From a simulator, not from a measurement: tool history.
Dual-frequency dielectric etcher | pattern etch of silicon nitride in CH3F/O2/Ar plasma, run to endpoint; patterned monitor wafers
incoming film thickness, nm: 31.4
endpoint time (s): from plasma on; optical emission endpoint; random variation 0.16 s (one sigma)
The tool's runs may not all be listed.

run,hour,source power (W),bias power (W),endpoint time (s)
1,0.0,280,77,48.758
2,7.9,240,77,53.057
3,13.1,240,65,58.170
4,14.4,240,77,52.540
5,17.8,190,77,59.368
6,21.4,210,77,56.469
7,29.0,230,77,53.714
8,37.2,240,77,52.203
9,42.8,250,77,51.990
10,44.6,260,77,50.499
11,53.3,260,77,50.701
12,56.5,270,77,49.852
13,65.2,280,77,49.193
# hour 70.1: wet clean of the chamber
14,70.1,290,77,46.271
15,72.9,300,77,45.432

Forecast run 16:
16,81.0,320,77,?

Run 16 gave endpoint time (s) 44.528.
